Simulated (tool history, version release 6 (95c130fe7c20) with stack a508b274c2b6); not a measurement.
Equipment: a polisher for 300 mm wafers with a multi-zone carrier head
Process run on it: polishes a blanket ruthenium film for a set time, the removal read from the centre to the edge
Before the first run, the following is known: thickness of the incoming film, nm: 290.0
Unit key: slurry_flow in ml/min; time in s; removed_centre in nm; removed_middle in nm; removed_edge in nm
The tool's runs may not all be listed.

run  hour  slurry_flow  centre_zone  middle_zone  edge_zone  time  removed_centre  removed_middle  removed_edge
  1   0.0          160         1.00         1.00       1.00    89          68.510          64.838        63.649
  2   2.4          160         1.00         1.08       1.00    89          65.633          69.110        64.091
  3   5.4          175         1.02         1.07       1.03    90          71.210          69.202        64.374
  4  12.5          175         0.95         1.07       1.03    90          65.486          70.432        65.109
  5  19.4          175         1.00         1.07       1.03    90          68.434          71.028        65.618
  6  22.2          175         1.02         1.05       1.05    92          71.842          70.953        66.570
  7  24.2          175         1.03         1.03       1.06    94          73.472          70.844        69.613

Run 8 has not been measured yet. What should we expect?
  8  25.8          180         1.04         1.02       1.07    95               ?               ?             ?

Run 8 produced removed_centre 75.771 nm, removed_middle 71.497 nm, removed_edge 71.742 nm.

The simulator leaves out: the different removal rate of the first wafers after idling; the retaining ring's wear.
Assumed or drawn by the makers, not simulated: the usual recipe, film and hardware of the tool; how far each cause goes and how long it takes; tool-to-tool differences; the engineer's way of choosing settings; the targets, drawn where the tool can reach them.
